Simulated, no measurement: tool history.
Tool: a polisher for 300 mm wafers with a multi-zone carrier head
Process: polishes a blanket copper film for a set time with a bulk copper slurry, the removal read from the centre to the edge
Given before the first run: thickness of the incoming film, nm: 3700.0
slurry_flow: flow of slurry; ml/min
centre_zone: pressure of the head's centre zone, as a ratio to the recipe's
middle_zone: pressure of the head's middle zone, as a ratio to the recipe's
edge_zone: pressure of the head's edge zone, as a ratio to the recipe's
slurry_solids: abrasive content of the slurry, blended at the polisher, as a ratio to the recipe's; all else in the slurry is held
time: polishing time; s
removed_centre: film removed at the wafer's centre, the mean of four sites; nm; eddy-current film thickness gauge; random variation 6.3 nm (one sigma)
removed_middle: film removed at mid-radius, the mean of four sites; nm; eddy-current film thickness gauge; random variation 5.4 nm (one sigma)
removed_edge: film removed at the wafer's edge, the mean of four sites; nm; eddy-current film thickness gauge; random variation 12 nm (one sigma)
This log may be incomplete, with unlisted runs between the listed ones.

run 1 hour=0.0 | slurry_flow=210 centre_zone=1.00 middle_zone=1.00 edge_zone=1.00 slurry_solids=1.00 time=71 | removed_centre=824.26 removed_middle=843.76 removed_edge=820.82
run 2 hour=4.4 | slurry_flow=210 centre_zone=1.00 middle_zone=1.00 edge_zone=1.00 slurry_solids=1.00 time=80 | removed_centre=925.60 removed_middle=953.74 removed_edge=919.28
run 3 hour=5.9 | slurry_flow=205 centre_zone=0.98 middle_zone=1.00 edge_zone=1.00 slurry_solids=1.00 time=80 | removed_centre=897.51 removed_middle=955.74 removed_edge=925.90
run 4 hour=14.2 | slurry_flow=205 centre_zone=0.98 middle_zone=1.00 edge_zone=1.00 slurry_solids=1.00 time=96 | removed_centre=1069.80 removed_middle=1145.30 removed_edge=1116.70
run 5 hour=15.6 | slurry_flow=230 centre_zone=0.98 middle_zone=1.00 edge_zone=1.00 slurry_solids=1.00 time=96 | removed_centre=1094.50 removed_middle=1162.80 removed_edge=1111.40
run 6 hour=17.2 | slurry_flow=230 centre_zone=0.98 middle_zone=0.94 edge_zone=1.00 slurry_solids=1.00 time=96 | removed_centre=1091.20 removed_middle=1105.90 removed_edge=1129.20
run 7 hour=24.5 | slurry_flow=225 centre_zone=0.96 middle_zone=0.94 edge_zone=0.99 slurry_solids=0.95 time=95 | removed_centre=1042.90 removed_middle=1066.00 removed_edge=1088.50
run 8 hour=32.3 | slurry_flow=220 centre_zone=0.94 middle_zone=0.95 edge_zone=0.99 slurry_solids=0.90 time=94 | removed_centre=993.82 removed_middle=1045.30 removed_edge=1042.10
run 9 hour=35.4 | slurry_flow=210 centre_zone=0.92 middle_zone=0.95 edge_zone=1.00 slurry_solids=0.85 time=93 | removed_centre=949.01 removed_middle=1017.20 removed_edge=1004.30
run 10 hour=44.3 | slurry_flow=200 centre_zone=0.90 middle_zone=0.95 edge_zone=1.02 slurry_solids=0.85 time=92 | removed_centre=915.23 removed_middle=992.39 removed_edge=1003.90
run 11 hour=52.7 | slurry_flow=190 centre_zone=0.89 middle_zone=0.96 edge_zone=1.03 slurry_solids=0.80 time=91 | removed_centre=853.08 removed_middle=973.41 removed_edge=995.19
run 12 hour=54.3 | slurry_flow=185 centre_zone=0.88 middle_zone=0.96 edge_zone=1.02 slurry_solids=0.75 time=91 | removed_centre=833.48 removed_middle=944.61 removed_edge=960.47
run 13 hour=58.5 | slurry_flow=180 centre_zone=0.87 middle_zone=0.96 edge_zone=1.01 slurry_solids=0.75 time=91 | removed_centre=808.11 removed_middle=935.66 removed_edge=929.77

Expected results for the next run?
run 14 hour=64.3 | slurry_flow=175 centre_zone=0.86 middle_zone=0.96 edge_zone=1.01 slurry_solids=0.75 time=91 | removed_centre=? removed_middle=? removed_edge=?

removed_centre: 797.17 nm
removed_middle: 930.11 nm
removed_edge: 928.36 nm

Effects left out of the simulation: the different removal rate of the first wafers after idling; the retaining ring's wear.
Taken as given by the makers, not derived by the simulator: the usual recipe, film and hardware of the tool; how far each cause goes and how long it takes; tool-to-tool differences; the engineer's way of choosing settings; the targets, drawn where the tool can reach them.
